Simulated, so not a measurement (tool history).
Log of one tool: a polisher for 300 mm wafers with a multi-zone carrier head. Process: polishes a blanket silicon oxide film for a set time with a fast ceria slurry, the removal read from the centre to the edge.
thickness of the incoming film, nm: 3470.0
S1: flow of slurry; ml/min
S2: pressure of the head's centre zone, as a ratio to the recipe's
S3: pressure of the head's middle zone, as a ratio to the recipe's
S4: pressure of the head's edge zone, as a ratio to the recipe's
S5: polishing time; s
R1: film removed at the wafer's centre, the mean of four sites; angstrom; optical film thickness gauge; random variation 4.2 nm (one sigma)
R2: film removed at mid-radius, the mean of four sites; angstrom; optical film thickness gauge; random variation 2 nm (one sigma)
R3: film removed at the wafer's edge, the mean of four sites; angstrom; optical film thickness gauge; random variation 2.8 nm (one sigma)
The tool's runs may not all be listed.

run 1 hour=0.0 | S1=260 S2=1.00 S3=1.00 S4=1.00 S5=31 | R1=3755.1 R2=3676.8 R3=3737.8
run 2 hour=7.8 | S1=250 S2=0.99 S3=0.95 S4=0.99 S5=29 | R1=3370.2 R2=3285.3 R3=3490.9
run 3 hour=14.7 | S1=250 S2=0.99 S3=0.95 S4=0.99 S5=24 | R1=2932.5 R2=2725.7 R3=2848.6
run 4 hour=17.0 | S1=245 S2=0.99 S3=0.93 S4=1.01 S5=24 | R1=2810.2 R2=2677.2 R3=2891.7
-- hour=25.5 edge zone pressure recalibrated
run 5 hour=25.5 | S1=245 S2=0.99 S3=0.93 S4=1.08 S5=24 | R1=2867.9 R2=2673.3 R3=2923.3
run 6 hour=33.6 | S1=245 S2=0.99 S3=0.93 S4=1.08 S5=20 | R1=2295.6 R2=2219.7 R3=2381.8
run 7 hour=42.3 | S1=245 S2=0.99 S3=0.91 S4=1.08 S5=21 | R1=2414.9 R2=2300.6 R3=2544.1
run 8 hour=49.6 | S1=245 S2=1.00 S3=0.90 S4=1.08 S5=22 | R1=2627.0 R2=2401.1 R3=2653.2
run 9 hour=52.4 | S1=250 S2=1.00 S3=0.88 S4=1.09 S5=23 | R1=2716.1 R2=2434.3 R3=2803.4

The next listed run, before its measurement:
run 10 hour=61.3 | S1=255 S2=1.00 S3=0.88 S4=1.09 S5=23 | R1=? R2=? R3=?

{"run 10": {"R1": 2717.1, "R2": 2457.1, "R3": 2810.3}}
